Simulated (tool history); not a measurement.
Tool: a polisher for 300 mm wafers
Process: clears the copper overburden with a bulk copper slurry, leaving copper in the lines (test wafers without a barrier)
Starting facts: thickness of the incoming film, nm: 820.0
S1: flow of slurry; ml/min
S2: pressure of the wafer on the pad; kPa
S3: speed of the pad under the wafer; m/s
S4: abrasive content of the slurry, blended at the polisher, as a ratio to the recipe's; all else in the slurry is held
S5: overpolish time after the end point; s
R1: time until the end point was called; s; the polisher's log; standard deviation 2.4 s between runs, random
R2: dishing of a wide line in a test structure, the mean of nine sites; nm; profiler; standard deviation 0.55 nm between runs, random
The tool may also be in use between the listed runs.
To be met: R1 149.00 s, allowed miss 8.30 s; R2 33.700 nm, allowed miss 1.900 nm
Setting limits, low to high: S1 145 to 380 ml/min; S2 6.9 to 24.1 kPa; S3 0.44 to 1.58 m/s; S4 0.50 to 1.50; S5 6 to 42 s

run 1 day=0.000 | S1=245 S2=15.2 S3=1.00 S4=1.00 S5=21 | R1=124.33 R2=68.794
run 2 day=0.162 | S1=250 S2=12.4 S3=1.10 S4=1.00 S5=16 | R1=140.37 R2=52.913
run 3 day=0.404 | S1=255 S2=10.3 S3=1.22 S4=1.00 S5=13 | R1=147.42 R2=44.168
run 4 day=0.475 | S1=255 S2=6.9 S3=1.22 S4=1.00 S5=13 | R1=221.35 R2=31.767
run 5 day=0.638 | S1=255 S2=6.9 S3=1.32 S4=1.00 S5=13 | R1=203.87 R2=33.140
run 6 day=0.950 | S1=255 S2=6.9 S3=1.08 S4=1.00 S5=13 | R1=247.26 R2=28.903
run 7 day=1.129 | S1=265 S2=11.0 S3=1.12 S4=1.05 S5=6 | R1=149.42 R2=23.873
run 8 day=1.429 | S1=250 S2=11.0 S3=1.14 S4=0.95 S5=6 | R1=149.52 R2=24.024
run 9 day=1.608 | S1=255 S2=11.0 S3=1.16 S4=1.00 S5=7 | R1=145.85 R2=27.642
run 10 day=1.846 | S1=255 S2=11.0 S3=1.18 S4=1.00 S5=8 | R1=144.31 R2=31.574
run 11 day=2.021 | S1=250 S2=10.3 S3=1.18 S4=1.00 S5=11 | R1=156.76 R2=38.698
run 12 day=2.262 | S1=255 S2=10.3 S3=1.18 S4=1.00 S5=11 | R1=160.59 R2=38.157
run 13 day=2.488 | S1=265 S2=9.7 S3=1.32 S4=1.00 S5=6 | R1=145.23 R2=23.641
run 14 day=2.858 | S1=235 S2=9.7 S3=1.32 S4=1.00 S5=6 | R1=153.13 R2=24.349
run 15 day=2.896 | S1=240 S2=9.7 S3=1.30 S4=1.00 S5=7 | R1=153.31 R2=27.009
run 16 day=2.992 | S1=230 S2=9.7 S3=1.30 S4=1.00 S5=8 | R1=152.13 R2=29.980
run 17 day=3.025 | S1=195 S2=10.3 S3=1.30 S4=1.00 S5=10 | R1=147.45 R2=36.156
run 18 day=3.196 | S1=200 S2=10.3 S3=1.30 S4=1.00 S5=10 | R1=141.74 R2=36.998
run 19 day=3.425 | S1=205 S2=10.3 S3=1.30 S4=1.00 S5=10 | R1=143.08 R2=36.833
run 20 day=3.471 | S1=210 S2=10.3 S3=1.30 S4=1.00 S5=10 | R1=143.53 R2=36.747

Consider the 5 candidate settings below. Which is the only one whose results all fall within their allowed miss of target?
run A day=3.517 | S1=250 S2=9.7 S3=1.30 S4=0.95 S5=11 | R1=? R2=?
run B day=3.517 | S1=230 S2=11.0 S3=1.24 S4=1.05 S5=12 | R1=? R2=?
run C day=3.517 | S1=245 S2=11.0 S3=1.16 S4=1.00 S5=9 | R1=? R2=?
run D day=3.517 | S1=210 S2=9.0 S3=1.34 S4=0.95 S5=12 | R1=? R2=?
run E day=3.517 | S1=325 S2=8.3 S3=1.24 S4=1.15 S5=12 | R1=? R2=?

move=A R1=151.42 R2=38.708
move=B R1=138.05 R2=44.595
move=C R1=147.55 R2=34.310
move=D R1=161.38 R2=39.078
move=E R1=171.80 R2=37.047
A: misses by more than the last run did
B: misses by more than the last run did
C: hits every target within its allowed miss
D: misses by more than the last run did
E: misses by more than the last run did
So the answer is move C, the one that meets all the targets.
